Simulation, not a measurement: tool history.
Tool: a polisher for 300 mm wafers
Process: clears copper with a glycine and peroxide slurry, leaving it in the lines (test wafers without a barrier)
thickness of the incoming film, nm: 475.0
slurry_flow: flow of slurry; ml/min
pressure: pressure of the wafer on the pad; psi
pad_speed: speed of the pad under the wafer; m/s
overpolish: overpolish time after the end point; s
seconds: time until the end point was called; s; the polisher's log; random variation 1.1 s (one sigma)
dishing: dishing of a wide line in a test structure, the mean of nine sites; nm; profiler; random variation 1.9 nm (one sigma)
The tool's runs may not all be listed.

| run | day | slurry_flow | pressure | pad_speed | overpolish | seconds | dishing |
|---|---|---|---|---|---|---|---|
| 1 | 0 | 270 | 2.5 | 0.94 | 29 | 83.772 | 91.797 |
| 2 | 0.321 | 270 | 2.7 | 0.94 | 29 | 81.863 | 94.581 |
| 3 | 0.675 | 270 | 2.9 | 0.96 | 30 | 74.836 | 102.67 |
| 4 | 0.833 | 270 | 3 | 0.96 | 31 | 75.785 | 104.8 |
| 5 | 1.092 | 270 | 3.1 | 0.98 | 32 | 71.908 | 107.18 |
| 6 | 1.388 | 270 | 3.2 | 1 | 34 | 69.159 | 114.1 |
| 7 | 1.458 | 270 | 3.2 | 1 | 34 | 69.253 | 113.8 |

The next listed run, before its measurement:
| 8 | 1.633 | 270 | 3.3 | 1 | 35 | ? | ? |

Run 8 gave seconds 67.36 s, dishing 115.06 nm.

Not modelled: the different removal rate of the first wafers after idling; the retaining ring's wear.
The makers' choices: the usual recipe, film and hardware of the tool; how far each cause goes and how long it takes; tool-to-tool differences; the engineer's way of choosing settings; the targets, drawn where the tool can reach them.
